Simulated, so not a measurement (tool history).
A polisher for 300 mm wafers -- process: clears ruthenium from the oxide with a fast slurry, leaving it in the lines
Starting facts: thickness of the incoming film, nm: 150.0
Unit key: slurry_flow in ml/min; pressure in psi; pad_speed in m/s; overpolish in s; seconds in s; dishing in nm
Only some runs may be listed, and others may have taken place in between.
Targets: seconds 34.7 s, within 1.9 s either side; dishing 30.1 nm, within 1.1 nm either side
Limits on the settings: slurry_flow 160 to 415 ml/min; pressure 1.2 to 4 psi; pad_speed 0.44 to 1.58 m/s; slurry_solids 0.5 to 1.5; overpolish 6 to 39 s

run	hour	slurry_flow	pressure	pad_speed	slurry_solids	overpolish	seconds	dishing
1	0	265	2.6	1	1	20	39.26	46.233
2	6	265	2.6	1	1	18	38.852	43.189
3	14.8	265	2.6	1	1	16	38.292	39.205
4	22.1	265	2.6	1	1	15	38.717	37.546
5	27.4	265	2.6	1	1	14	38.493	36.079
6	34.2	205	2.6	1	1	14	39.852	35.417
7	37.6	210	2.6	1	1	13	40.309	33.926
8	44.3	220	2.6	1	1	12	39.199	31.941
# hour 52.7: slurry blender recalibrated
9	52.7	225	2.6	1	1	12	33.541	35.854
10	58.2	210	2.6	1	1	7	33.986	22.197
11	64	205	2.6	1	1	8	33.991	25.407

4 next moves are on the table. One of them brings every result within its allowed miss. Which?
A	69.8	205	2.1	1.22	0.9	9	?	?
B	69.8	190	2.6	1.04	0.9	9	?	?
C	69.8	265	2.4	0.92	1.1	8	?	?
D	69.8	225	2.8	0.9	1	10	?	?

move	seconds	dishing
A	34.975	27.219
B	34.458	27.559
C	36.609	23.693
D	34.829	29.803
A: better than the last run, though not everything is in spec
B: better than the last run, though not everything is in spec
C: moves away from the targets compared with the last run
D: every result lands within tolerance
Go with D: it meets all targets.

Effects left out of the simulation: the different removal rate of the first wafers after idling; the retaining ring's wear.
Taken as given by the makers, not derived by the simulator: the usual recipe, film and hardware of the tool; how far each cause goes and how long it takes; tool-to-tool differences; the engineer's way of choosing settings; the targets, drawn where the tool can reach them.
